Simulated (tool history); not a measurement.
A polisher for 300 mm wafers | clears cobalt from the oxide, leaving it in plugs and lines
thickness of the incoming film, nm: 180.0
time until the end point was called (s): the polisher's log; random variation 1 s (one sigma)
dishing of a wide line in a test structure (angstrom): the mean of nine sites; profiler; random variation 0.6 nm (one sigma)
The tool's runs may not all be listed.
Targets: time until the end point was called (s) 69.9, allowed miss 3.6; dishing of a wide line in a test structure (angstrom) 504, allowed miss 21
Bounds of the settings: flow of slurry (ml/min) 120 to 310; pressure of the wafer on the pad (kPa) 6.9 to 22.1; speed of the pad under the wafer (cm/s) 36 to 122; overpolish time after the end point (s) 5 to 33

| run | day | flow of slurry (ml/min) | pressure of the wafer on the pad (kPa) | speed of the pad under the wafer (cm/s) | overpolish time after the end point (s) | time until the end point was called (s) | dishing of a wide line in a test structure (angstrom) |
|---|---|---|---|---|---|---|---|
| 1 | 0 | 200 | 14.5 | 78 | 17 | 46.351 | 456.18 |
| 2 | 0.133 | 170 | 14.5 | 78 | 17 | 47.76 | 452.39 |
| 3 | 0.421 | 190 | 14.5 | 78 | 17 | 46.659 | 457.78 |
| 4 | 0.608 | 190 | 14.5 | 78 | 21 | 47.527 | 505.29 |
| 5 | 0.779 | 190 | 14.5 | 90 | 21 | 41.359 | 552.1 |
| 6 | 1.104 | 140 | 14.5 | 90 | 21 | 42.706 | 534.31 |
|  | 1.362 | worn pad replaced by a new one |
| 7 | 1.362 | 140 | 13.8 | 90 | 22 | 39.244 | 571.27 |
| 8 | 1.5 | 140 | 13.1 | 84 | 23 | 46.25 | 559.2 |
| 9 | 1.875 | 140 | 12.4 | 82 | 23 | 47.424 | 532.71 |
| 10 | 2.175 | 140 | 11.7 | 80 | 24 | 50.729 | 533.36 |
| 11 | 2.242 | 140 | 11 | 78 | 25 | 54.789 | 528.8 |
| 12 | 2.512 | 140 | 10.3 | 78 | 25 | 57.211 | 507.21 |

Which of these 4 next moves meets every target?
| A | 2.783 | 190 | 11 | 90 | 21 | ? | ? |
| B | 2.783 | 145 | 11.7 | 90 | 20 | ? | ? |
| C | 2.783 | 200 | 10.3 | 92 | 21 | ? | ? |
| D | 2.783 | 140 | 7.6 | 78 | 30 | ? | ? |

| move | time until the end point was called (s) | dishing of a wide line in a test structure (angstrom) |
|---|---|---|
| A | 44.57 | 528.31 |
| B | 44.443 | 514.83 |
| C | 45.299 | 523.73 |
| D | 68.38 | 509.72 |
A: further off than the last run
B: further off than the last run
C: further off than the last run
D: meets every target
Answer: D

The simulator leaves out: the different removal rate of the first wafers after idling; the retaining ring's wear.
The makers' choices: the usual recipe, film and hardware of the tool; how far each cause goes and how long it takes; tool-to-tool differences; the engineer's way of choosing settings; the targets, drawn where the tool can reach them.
